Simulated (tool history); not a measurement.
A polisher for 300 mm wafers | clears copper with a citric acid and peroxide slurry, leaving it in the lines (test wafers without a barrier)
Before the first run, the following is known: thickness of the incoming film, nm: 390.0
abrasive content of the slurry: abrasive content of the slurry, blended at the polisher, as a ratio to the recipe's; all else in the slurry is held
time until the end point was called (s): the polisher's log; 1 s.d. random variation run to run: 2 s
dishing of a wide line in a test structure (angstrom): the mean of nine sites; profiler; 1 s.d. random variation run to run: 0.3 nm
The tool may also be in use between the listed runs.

run,day,flow of slurry (ml/min),pressure of the wafer on the pad (psi),speed of the pad under the wafer (cm/s),abrasive content of the slurry,overpolish time after the end point (s),time until the end point was called (s),dishing of a wide line in a test structure (angstrom)
1,0,190,3.5,132,1,13,100.83,328.23
2,0.196,190,3.3,132,1,11,113.32,271.57
3,0.254,190,3.3,150,1,11,95.38,290.01
4,0.471,180,3.1,156,0.95,10,102,258.75
5,0.733,175,2.9,162,0.9,9,106.47,223.71
6,0.783,175,2.9,162,0.7,9,110.76,221.93
7,0.858,170,2.8,164,0.7,8,115.05,190.98
8,1.133,170,2.8,164,0.7,7,114.06,172.45

Run 9 has not been measured yet. What should we expect?
9,1.283,170,2.7,164,0.7,7,?,?

{"run 9": {"time until the end point was called (s)": 120.21, "dishing of a wide line in a test structure (angstrom)": 155.72}}

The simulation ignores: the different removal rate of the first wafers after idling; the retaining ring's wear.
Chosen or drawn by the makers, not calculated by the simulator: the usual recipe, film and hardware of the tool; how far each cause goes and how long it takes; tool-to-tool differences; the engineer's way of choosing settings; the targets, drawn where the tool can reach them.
